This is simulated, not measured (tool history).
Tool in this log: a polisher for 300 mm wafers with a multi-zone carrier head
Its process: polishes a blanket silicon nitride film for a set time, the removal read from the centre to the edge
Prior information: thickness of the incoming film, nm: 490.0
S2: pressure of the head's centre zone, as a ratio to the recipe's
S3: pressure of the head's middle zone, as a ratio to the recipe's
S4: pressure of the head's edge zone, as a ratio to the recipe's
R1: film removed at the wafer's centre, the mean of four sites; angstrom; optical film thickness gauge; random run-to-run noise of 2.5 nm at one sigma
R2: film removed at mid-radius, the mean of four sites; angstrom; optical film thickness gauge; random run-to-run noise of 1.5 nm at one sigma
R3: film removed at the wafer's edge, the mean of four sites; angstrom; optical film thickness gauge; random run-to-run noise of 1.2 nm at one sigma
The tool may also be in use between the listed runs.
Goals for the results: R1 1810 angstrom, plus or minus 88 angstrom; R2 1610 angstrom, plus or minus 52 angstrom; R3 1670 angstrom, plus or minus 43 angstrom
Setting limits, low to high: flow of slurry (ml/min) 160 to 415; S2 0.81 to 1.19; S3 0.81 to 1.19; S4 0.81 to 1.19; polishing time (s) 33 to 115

run 1 hour=0 | flow_of_slurry_(ml/min)=265 S2=1 S3=1 S4=1 polishing_time_(s)=73 | R1=1080.6 R2=1047.7 R3=1089.2
run 2 hour=7.7 | flow_of_slurry_(ml/min)=265 S2=1 S3=1 S4=1.05 polishing_time_(s)=73 | R1=1113.9 R2=1093.9 R3=1113.1
run 3 hour=14.8 | flow_of_slurry_(ml/min)=265 S2=1 S3=1 S4=0.98 polishing_time_(s)=73 | R1=1090.1 R2=1058.8 R3=1085.7
run 4 hour=17.3 | flow_of_slurry_(ml/min)=275 S2=1.03 S3=1 S4=1.02 polishing_time_(s)=81 | R1=1270.8 R2=1203.7 R3=1226.4
run 5 hour=19.9 | flow_of_slurry_(ml/min)=280 S2=1.04 S3=0.99 S4=1.05 polishing_time_(s)=87 | R1=1372 R2=1267.5 R3=1355.4
run 6 hour=22.3 | flow_of_slurry_(ml/min)=280 S2=1.12 S3=0.99 S4=1.05 polishing_time_(s)=87 | R1=1462.4 R2=1277.4 R3=1351.5
run 7 hour=30.8 | flow_of_slurry_(ml/min)=280 S2=1.12 S3=0.99 S4=1.05 polishing_time_(s)=87 | R1=1519.6 R2=1267.8 R3=1325.1
run 8 hour=37.5 | flow_of_slurry_(ml/min)=290 S2=1.12 S3=1.01 S4=1.08 polishing_time_(s)=91 | R1=1590.6 R2=1359.4 R3=1417.6
-- hour=43.6 slurry nozzle cleaned
run 9 hour=43.6 | flow_of_slurry_(ml/min)=315 S2=1.14 S3=1.07 S4=1.18 polishing_time_(s)=102 | R1=1872.6 R2=1672.3 R3=1723.4

5 candidate next runs follow, results not yet known. Just one meets every target within its allowed miss. Identify it.
run A hour=49.7 | flow_of_slurry_(ml/min)=285 S2=1.19 S3=0.95 S4=1.03 polishing_time_(s)=104 | R1=? R2=? R3=?
run B hour=49.7 | flow_of_slurry_(ml/min)=375 S2=1.11 S3=1.09 S4=1.15 polishing_time_(s)=106 | R1=? R2=? R3=?
run C hour=49.7 | flow_of_slurry_(ml/min)=340 S2=1.13 S3=1.06 S4=1.19 polishing_time_(s)=99 | R1=? R2=? R3=?
run D hour=49.7 | flow_of_slurry_(ml/min)=270 S2=1.1 S3=1.11 S4=1.15 polishing_time_(s)=103 | R1=? R2=? R3=?
run E hour=49.7 | flow_of_slurry_(ml/min)=265 S2=1.17 S3=1.12 S4=1.12 polishing_time_(s)=102 | R1=? R2=? R3=?

move=A R1=1948.5 R2=1546 R3=1635.9
move=B R1=1897.8 R2=1809 R3=1776.2
move=C R1=1790 R2=1637.7 R3=1676.5
move=D R1=1775.7 R2=1739.4 R3=1691.3
move=E R1=1867.9 R2=1732.4 R3=1652.7
A: meets the target for the result that was furthest off, but another lies outside its allowed miss
B: moves away from the targets compared with the last run
C: all results in spec
D: meets the target for the result that was furthest off, but another lies outside its allowed miss
E: meets the target for the result that was furthest off, but another lies outside its allowed miss
C meets every target.
